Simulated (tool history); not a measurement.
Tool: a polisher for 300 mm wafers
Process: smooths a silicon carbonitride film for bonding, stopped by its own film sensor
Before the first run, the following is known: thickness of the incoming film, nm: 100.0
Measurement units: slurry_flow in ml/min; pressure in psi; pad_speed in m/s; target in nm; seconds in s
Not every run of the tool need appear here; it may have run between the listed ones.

run,hour,slurry_flow,pressure,pad_speed,slurry_solids,target,seconds
1,0.0,150,1.3,1.12,1.00,87,64.137
2,2.7,150,1.3,1.38,1.00,87,54.745
3,10.1,150,1.3,1.38,0.80,87,58.860
4,18.4,150,1.3,1.66,0.80,87,51.092
5,24.4,150,1.1,1.66,0.80,87,60.153
6,31.5,120,1.1,1.66,0.80,87,63.288
7,33.9,120,1.0,1.50,0.75,87,74.746
8,38.2,120,0.9,1.34,0.70,87,93.632

Run 9 has not been measured yet. What should we expect?
9,46.9,115,0.6,1.02,0.65,87,?

Logged for run 9: seconds 185.530 s.

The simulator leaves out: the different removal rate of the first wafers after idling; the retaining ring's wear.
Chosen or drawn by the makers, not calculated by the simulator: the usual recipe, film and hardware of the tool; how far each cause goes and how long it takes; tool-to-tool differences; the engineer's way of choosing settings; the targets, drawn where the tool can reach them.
